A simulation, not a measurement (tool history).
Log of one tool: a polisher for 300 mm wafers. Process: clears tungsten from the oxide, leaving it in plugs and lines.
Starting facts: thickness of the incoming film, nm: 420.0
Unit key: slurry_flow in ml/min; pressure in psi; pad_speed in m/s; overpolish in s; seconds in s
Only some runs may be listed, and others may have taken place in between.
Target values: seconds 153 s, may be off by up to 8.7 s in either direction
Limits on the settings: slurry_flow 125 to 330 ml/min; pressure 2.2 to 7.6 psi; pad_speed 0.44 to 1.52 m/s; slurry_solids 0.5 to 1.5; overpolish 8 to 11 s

Run 1, day 0: slurry_flow 210 ml/min, pressure 4.9 psi, pad_speed 0.98 m/s, slurry_solids 1, overpolish 11 s. Result: seconds 80.866 s.
Run 2, day 0.308: slurry_flow 210 ml/min, pressure 6 psi, pad_speed 0.98 m/s, slurry_solids 1, overpolish 11 s. Result: seconds 73.204 s.
Run 3, day 0.45: slurry_flow 210 ml/min, pressure 5.5 psi, pad_speed 0.92 m/s, slurry_solids 1, overpolish 11 s. Result: seconds 83.108 s.
Run 4, day 0.729: slurry_flow 210 ml/min, pressure 5.5 psi, pad_speed 1.06 m/s, slurry_solids 1, overpolish 11 s. Result: seconds 68.925 s.
Run 5, day 0.812: slurry_flow 210 ml/min, pressure 5.1 psi, pad_speed 1 m/s, slurry_solids 1, overpolish 11 s. Result: seconds 81.595 s.
Run 6, day 1.129: slurry_flow 210 ml/min, pressure 5.1 psi, pad_speed 1 m/s, slurry_solids 1, overpolish 11 s. Result: seconds 79.777 s.
Run 7, day 1.208: slurry_flow 210 ml/min, pressure 4.7 psi, pad_speed 0.96 m/s, slurry_solids 1, overpolish 11 s. Result: seconds 89.283 s.
Run 8, day 1.388: slurry_flow 210 ml/min, pressure 4.4 psi, pad_speed 0.94 m/s, slurry_solids 1, overpolish 11 s. Result: seconds 93.527 s.
Run 9, day 1.725: slurry_flow 210 ml/min, pressure 4.1 psi, pad_speed 0.9 m/s, slurry_solids 1, overpolish 11 s. Result: seconds 106.39 s.
Run 10, day 2.038: slurry_flow 210 ml/min, pressure 3.8 psi, pad_speed 0.88 m/s, slurry_solids 1, overpolish 11 s. Result: seconds 111.95 s.
Run 11, day 2.338: slurry_flow 210 ml/min, pressure 3.6 psi, pad_speed 0.86 m/s, slurry_solids 1, overpolish 11 s. Result: seconds 123.66 s.

Pick the move, out of 4, that brings all results within their allowed miss; only one does.
Run A, day 2.638: slurry_flow 255 ml/min, pressure 3.3 psi, pad_speed 0.78 m/s, slurry_solids 1.05, overpolish 11 s. Result: seconds ?.
Run B, day 2.638: slurry_flow 200 ml/min, pressure 2.6 psi, pad_speed 0.78 m/s, slurry_solids 1.05, overpolish 11 s. Result: seconds ?.
Run C, day 2.638: slurry_flow 160 ml/min, pressure 2.8 psi, pad_speed 0.82 m/s, slurry_solids 1.2, overpolish 8 s. Result: seconds ?.
Run D, day 2.638: slurry_flow 155 ml/min, pressure 3.8 psi, pad_speed 1.26 m/s, slurry_solids 0.65, overpolish 8 s. Result: seconds ?.

move  seconds
   A   140.35
   B   171.26
   C   152.17
   D   95.183
A: nearer the targets than the last run, but a result is still out of spec
B: the result that was furthest off in the last run now lies on the other side of its target
C: in spec on every target
D: further off than the last run
C meets every target.
